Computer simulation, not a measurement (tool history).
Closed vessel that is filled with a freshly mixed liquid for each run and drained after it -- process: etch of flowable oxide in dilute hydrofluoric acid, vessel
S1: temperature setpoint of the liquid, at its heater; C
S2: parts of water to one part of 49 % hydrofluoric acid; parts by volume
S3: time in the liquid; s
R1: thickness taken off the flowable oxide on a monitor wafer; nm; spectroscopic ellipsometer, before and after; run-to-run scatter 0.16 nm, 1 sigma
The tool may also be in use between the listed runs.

run	day	S1	S2	S3	R1
1	0.000	25.0	120	135	36.930
2	0.358	27.5	120	135	40.461
3	0.467	29.0	120	135	42.650
4	0.671	32.5	120	135	48.737
5	0.967	32.5	95	135	63.709
6	1.154	31.0	95	135	60.481
# day 1.379: hydrofluoric acid flow meter replaced
7	1.379	30.0	95	135	67.262

What does the tool deliver on the next run?
8	1.525	27.0	95	135	?

Logged for run 8: R1 60.314 nm.
